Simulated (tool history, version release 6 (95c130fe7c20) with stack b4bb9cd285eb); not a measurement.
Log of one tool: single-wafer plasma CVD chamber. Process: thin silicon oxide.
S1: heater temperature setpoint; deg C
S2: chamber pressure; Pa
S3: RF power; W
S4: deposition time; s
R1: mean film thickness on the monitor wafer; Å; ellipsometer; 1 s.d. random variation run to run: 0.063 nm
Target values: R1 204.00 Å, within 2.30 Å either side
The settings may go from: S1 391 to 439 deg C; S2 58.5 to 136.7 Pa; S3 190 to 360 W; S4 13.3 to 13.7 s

run 1 hour=0.0 | S1=415 S2=97.6 S3=275 S4=13.3 | R1=215.92
run 2 hour=2.7 | S1=415 S2=114.0 S3=275 S4=13.3 | R1=250.05
run 3 hour=6.1 | S1=415 S2=108.9 S3=275 S4=13.3 | R1=238.78
run 4 hour=14.5 | S1=415 S2=108.9 S3=275 S4=13.7 | R1=247.22
run 5 hour=18.5 | S1=407 S2=108.9 S3=275 S4=13.7 | R1=248.20
run 6 hour=26.8 | S1=407 S2=108.9 S3=275 S4=13.7 | R1=249.81
run 7 hour=29.0 | S1=408 S2=104.1 S3=275 S4=13.7 | R1=238.90
run 8 hour=31.6 | S1=408 S2=104.1 S3=275 S4=13.7 | R1=239.18
run 9 hour=34.6 | S1=409 S2=100.3 S3=275 S4=13.7 | R1=230.68
run 10 hour=42.2 | S1=409 S2=97.2 S3=275 S4=13.7 | R1=223.95
run 11 hour=44.7 | S1=409 S2=94.9 S3=275 S4=13.7 | R1=217.68

Which of these 5 next moves meets every target?
run A hour=47.2 | S1=400 S2=89.1 S3=265 S4=13.3 | R1=?
run B hour=47.2 | S1=406 S2=93.2 S3=255 S4=13.4 | R1=?
run C hour=47.2 | S1=401 S2=113.2 S3=230 S4=13.7 | R1=?
run D hour=47.2 | S1=414 S2=90.0 S3=270 S4=13.3 | R1=?
run E hour=47.2 | S1=408 S2=91.5 S3=255 S4=13.3 | R1=?

move=A R1=197.39
move=B R1=203.56
move=C R1=237.75
move=D R1=199.24
move=E R1=198.11
A: takes the result that was furthest off past its target
B: hits every target within its allowed miss
C: moves away from the targets compared with the last run
D: takes the result that was furthest off past its target
E: takes the result that was furthest off past its target
The move that meets every target is B.
